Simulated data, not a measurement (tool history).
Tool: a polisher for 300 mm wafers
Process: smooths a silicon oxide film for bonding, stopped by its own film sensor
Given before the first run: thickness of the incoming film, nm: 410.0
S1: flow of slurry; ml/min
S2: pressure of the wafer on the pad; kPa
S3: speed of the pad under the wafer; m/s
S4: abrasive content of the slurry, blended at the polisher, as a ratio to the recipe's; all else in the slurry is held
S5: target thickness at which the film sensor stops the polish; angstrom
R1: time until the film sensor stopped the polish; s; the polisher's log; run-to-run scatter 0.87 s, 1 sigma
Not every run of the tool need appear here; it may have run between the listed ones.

{"run": 1, "day": 0.0, "S1": 140, "S2": 11.0, "S3": 0.8, "S4": 1.0, "S5": 3880, "R1": 40.871}
{"run": 2, "day": 0.083, "S1": 140, "S2": 11.0, "S3": 0.8, "S4": 1.0, "S5": 3880, "R1": 40.584}
{"run": 3, "day": 0.342, "S1": 140, "S2": 11.0, "S3": 0.62, "S4": 1.0, "S5": 3880, "R1": 51.394}
{"run": 4, "day": 0.525, "S1": 155, "S2": 11.0, "S3": 0.62, "S4": 1.0, "S5": 3880, "R1": 48.02}
{"run": 5, "day": 0.558, "S1": 120, "S2": 11.0, "S3": 0.62, "S4": 1.0, "S5": 3880, "R1": 51.318}
{"run": 6, "day": 0.846, "S1": 120, "S2": 11.0, "S3": 0.62, "S4": 1.0, "S5": 3880, "R1": 52.313}
{"run": 7, "day": 0.883, "S1": 115, "S2": 10.3, "S3": 0.62, "S4": 1.0, "S5": 3880, "R1": 56.041}
{"run": 8, "day": 1.071, "S1": 110, "S2": 9.7, "S3": 0.62, "S4": 1.0, "S5": 3880, "R1": 60.345}
{"run": 9, "day": 1.175, "S1": 105, "S2": 9.0, "S3": 0.62, "S4": 1.0, "S5": 3880, "R1": 65.248}
{"run": 10, "day": 1.3, "S1": 100, "S2": 9.0, "S3": 0.62, "S4": 1.0, "S5": 3880, "R1": 65.867}

Expected results for the next run?
{"run": 11, "day": 1.538, "S1": 100, "S2": 9.0, "S3": 0.62, "S4": 1.0, "S5": 3880, "R1": "?"}

For run 11 the tool returned R1 65.724 s.
